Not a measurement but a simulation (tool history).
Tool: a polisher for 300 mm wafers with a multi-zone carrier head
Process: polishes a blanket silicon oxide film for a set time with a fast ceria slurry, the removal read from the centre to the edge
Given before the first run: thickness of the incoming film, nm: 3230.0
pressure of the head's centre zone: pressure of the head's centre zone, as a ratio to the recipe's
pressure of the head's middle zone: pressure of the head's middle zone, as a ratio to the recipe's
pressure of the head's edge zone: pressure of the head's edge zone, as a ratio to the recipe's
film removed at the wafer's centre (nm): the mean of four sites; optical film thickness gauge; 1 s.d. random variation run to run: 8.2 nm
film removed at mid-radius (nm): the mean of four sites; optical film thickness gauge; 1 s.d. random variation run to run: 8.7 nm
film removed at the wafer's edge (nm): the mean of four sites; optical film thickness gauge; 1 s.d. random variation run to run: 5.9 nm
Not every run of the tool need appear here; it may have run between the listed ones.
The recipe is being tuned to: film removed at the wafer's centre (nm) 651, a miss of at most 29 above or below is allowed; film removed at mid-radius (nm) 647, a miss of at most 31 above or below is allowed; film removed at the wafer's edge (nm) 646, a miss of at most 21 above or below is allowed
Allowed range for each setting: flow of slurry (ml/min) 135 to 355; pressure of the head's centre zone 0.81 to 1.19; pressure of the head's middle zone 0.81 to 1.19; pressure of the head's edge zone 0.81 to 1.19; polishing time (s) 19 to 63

run  hour  flow of slurry (ml/min)  pressure of the head's centre zone  pressure of the head's middle zone  pressure of the head's edge zone  polishing time (s)  film removed at the wafer's centre (nm)  film removed at mid-radius (nm)  film removed at the wafer's edge (nm)
  1     0                      225                                   1                                   1                                 1                  41                                   445.14                           453.36                                 448.35
  2   4.7                      225                                   1                                0.97                                 1                  41                                   446.68                           444.81                                 447.98
  3   9.4                      230                                1.01                                0.98                              1.01                  42                                   463.74                           448.58                                 459.93
  4  18.2                      230                                1.01                                0.98                              0.94                  42                                   454.11                           455.34                                  436.6
  5  21.9                      230                                1.08                                0.98                              0.94                  42                                   479.41                           455.73                                  433.4
  6  23.9                      230                                1.05                                0.98                              0.94                  42                                   475.36                           460.91                                 443.82
     26.3  -- worn pad replaced by a new one
  7  26.3                      230                                1.05                                0.99                              0.96                  43                                   535.91                            521.5                                  496.1
  8    34                      230                                1.05                                   1                              0.98                  43                                      543                           517.39                                 505.31
  9  37.3                      230                                1.05                                1.01                              0.99                  43                                   537.05                            540.9                                 514.52
 10  38.2                      235                                1.06                                1.01                              1.01                  43                                   540.12                           533.85                                 526.06
 11  41.7                      270                                1.15                                1.11                              1.11                  48                                   641.92                           671.67                                 609.01
 12  50.3                      270                                1.15                                 1.1                              1.12                  48                                   649.24                           649.91                                 621.08
 13  57.8                      270                                1.15                                 1.1                              1.15                  48                                   635.29                           646.72                                  624.4
 14    59                      270                                1.15                                 1.1                              1.15                  48                                   649.81                           635.02                                  620.1

Consider the 4 candidate settings below. Which is the only one whose results all fall within their allowed miss of target?
  A  60.2                      265                                1.11                                1.04                              1.17                  49                                        ?                                ?                                      ?
  B  60.2                      320                                1.17                                1.06                               1.1                  47                                        ?                                ?                                      ?
  C  60.2                      250                                1.15                                1.05                              1.04                  49                                        ?                                ?                                      ?
  D  60.2                      310                                1.11                                 1.1                              1.15                  45                                        ?                                ?                                      ?

move  film removed at the wafer's centre (nm)  film removed at mid-radius (nm)  film removed at the wafer's edge (nm)
   A                                    642.3                           616.16                                 642.74
   B                                    652.6                           611.34                                 605.25
   C                                    654.5                           617.49                                 602.67
   D                                   599.91                           602.54                                 591.23
A: every result within its allowed miss
B: lands further from the targets than the last run did
C: lands further from the targets than the last run did
D: lands further from the targets than the last run did
The right move is A.
